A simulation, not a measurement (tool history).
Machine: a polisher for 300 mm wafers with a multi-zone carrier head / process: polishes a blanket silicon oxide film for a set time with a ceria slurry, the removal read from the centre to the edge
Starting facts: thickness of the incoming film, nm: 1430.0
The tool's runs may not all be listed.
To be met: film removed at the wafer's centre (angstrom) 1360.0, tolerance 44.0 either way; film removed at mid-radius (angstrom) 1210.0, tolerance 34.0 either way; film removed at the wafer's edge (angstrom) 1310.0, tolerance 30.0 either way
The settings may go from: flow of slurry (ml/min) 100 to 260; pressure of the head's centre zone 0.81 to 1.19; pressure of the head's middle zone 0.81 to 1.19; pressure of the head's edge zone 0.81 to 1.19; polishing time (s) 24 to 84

run	day	flow of slurry (ml/min)	pressure of the head's centre zone	pressure of the head's middle zone	pressure of the head's edge zone	polishing time (s)	film removed at the wafer's centre (angstrom)	film removed at mid-radius (angstrom)	film removed at the wafer's edge (angstrom)
1	0.000	165	1.00	1.00	1.00	54	2822.6	2629.8	2572.1
2	0.175	165	1.00	1.04	1.00	54	2772.6	2705.6	2599.5
3	0.488	150	0.97	0.99	0.99	48	2390.6	2282.7	2268.2
4	0.825	140	0.95	0.96	0.97	43	2073.8	1983.1	2006.2
# day 1.192: centre zone pressure recalibrated
5	1.192	135	0.94	0.93	0.95	39	1756.2	1741.0	1796.9
6	1.504	175	0.94	0.93	0.95	39	1801.7	1783.5	1855.0
7	1.542	165	0.95	0.91	0.92	37	1720.2	1659.9	1700.1
8	1.771	115	0.95	0.81	0.89	27	1181.6	1033.1	1183.4
9	2.008	130	0.95	0.81	0.89	27	1204.7	1057.2	1208.4
10	2.088	145	0.95	0.81	0.88	27	1215.5	1080.2	1208.3
11	2.421	195	1.00	0.85	0.97	27	1314.7	1155.8	1300.0

Which single option among these 4 for the next run brings every result within its allowed miss of target? Just one does.
A	2.754	195	1.06	0.95	0.85	28	?	?	?
B	2.754	155	1.03	0.89	0.97	28	?	?	?
C	2.754	175	1.09	0.95	0.96	26	?	?	?
D	2.754	200	1.05	0.84	1.03	28	?	?	?

move	film removed at the wafer's centre (angstrom)	film removed at mid-radius (angstrom)	film removed at the wafer's edge (angstrom)
A	1445.6	1341.0	1261.8
B	1369.8	1236.5	1315.8
C	1354.3	1229.6	1227.7
D	1437.9	1214.1	1384.8
A: takes the biggest miss from the last run beyond its target
B: hits every target within its allowed miss
C: the worst result of the last run now meets its target, but another is out of spec
D: the worst result of the last run now meets its target, but another is out of spec
The move that meets every target is B.

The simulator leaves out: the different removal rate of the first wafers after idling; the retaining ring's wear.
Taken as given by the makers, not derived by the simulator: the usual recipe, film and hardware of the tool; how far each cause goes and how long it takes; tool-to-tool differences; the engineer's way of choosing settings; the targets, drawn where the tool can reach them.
